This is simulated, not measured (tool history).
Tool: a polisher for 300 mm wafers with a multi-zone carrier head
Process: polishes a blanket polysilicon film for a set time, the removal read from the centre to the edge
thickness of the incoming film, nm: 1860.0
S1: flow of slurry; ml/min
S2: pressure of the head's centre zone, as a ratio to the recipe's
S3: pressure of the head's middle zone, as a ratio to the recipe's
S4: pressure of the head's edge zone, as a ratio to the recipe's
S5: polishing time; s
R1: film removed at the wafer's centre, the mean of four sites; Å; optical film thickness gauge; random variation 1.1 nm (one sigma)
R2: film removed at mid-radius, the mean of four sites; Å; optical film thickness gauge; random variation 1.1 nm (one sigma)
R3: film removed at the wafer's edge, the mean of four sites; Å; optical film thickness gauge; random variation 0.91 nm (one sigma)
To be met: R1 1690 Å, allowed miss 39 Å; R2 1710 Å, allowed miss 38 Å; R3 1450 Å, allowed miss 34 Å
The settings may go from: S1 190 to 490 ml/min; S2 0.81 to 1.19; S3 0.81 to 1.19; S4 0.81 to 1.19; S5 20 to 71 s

| run | hour | S1 | S2 | S3 | S4 | S5 | R1 | R2 | R3 |
|---|---|---|---|---|---|---|---|---|---|
| 1 | 0 | 315 | 1 | 1 | 1 | 45 | 2749.7 | 2732.7 | 2587.5 |
| 2 | 4 | 265 | 1 | 1 | 1 | 45 | 2718.4 | 2700.5 | 2592 |
| 3 | 6 | 290 | 1 | 1 | 0.96 | 39 | 2370.1 | 2361.6 | 2172.3 |
| 4 | 10.2 | 290 | 1 | 1 | 0.96 | 31 | 1869.6 | 1888.1 | 1762.2 |
| 5 | 15 | 290 | 1.05 | 1 | 0.96 | 31 | 1967.6 | 1889.5 | 1760 |
| 6 | 20.6 | 290 | 1.05 | 1 | 0.92 | 31 | 1964.4 | 1891.7 | 1732.6 |
| 7 | 27.5 | 305 | 1.05 | 1.01 | 0.9 | 30 | 1925 | 1825.5 | 1667.1 |
| 8 | 29 | 300 | 1.04 | 1.03 | 0.88 | 29 | 1826.9 | 1791.3 | 1596.2 |
|  | 29.5 | edge zone pressure recalibrated |
| 9 | 29.5 | 295 | 1.04 | 1.04 | 0.86 | 29 | 1833.4 | 1799.5 | 1631.6 |
| 10 | 34.2 | 330 | 1.04 | 1.06 | 0.85 | 28 | 1789.2 | 1789.3 | 1566.2 |
| 11 | 35.6 | 340 | 1.04 | 1.07 | 0.84 | 27 | 1719.4 | 1749.9 | 1530.2 |
| 12 | 39 | 340 | 1.05 | 1.08 | 0.83 | 27 | 1746.8 | 1753.1 | 1516.7 |
| 13 | 43.5 | 340 | 1.05 | 1.08 | 0.83 | 27 | 1753 | 1779.5 | 1503.8 |

4 next moves are on the table. One of them brings every result within its allowed miss. Which?
| A | 48 | 330 | 1.12 | 1.15 | 0.81 | 27 | ? | ? | ? |
| B | 48 | 315 | 1.13 | 1.07 | 0.83 | 26 | ? | ? | ? |
| C | 48 | 320 | 1.06 | 1.09 | 0.82 | 26 | ? | ? | ? |
| D | 48 | 290 | 1.06 | 1.19 | 0.81 | 27 | ? | ? | ? |

| move | R1 | R2 | R3 |
|---|---|---|---|
| A | 1857 | 1846.9 | 1494.3 |
| B | 1797.1 | 1666.6 | 1450.2 |
| C | 1687.2 | 1695.6 | 1444.4 |
| D | 1740.5 | 1886.4 | 1483.5 |
A: further off than the last run
B: takes the result that was furthest off past its target
C: meets every target
D: further off than the last run
The right move is C.
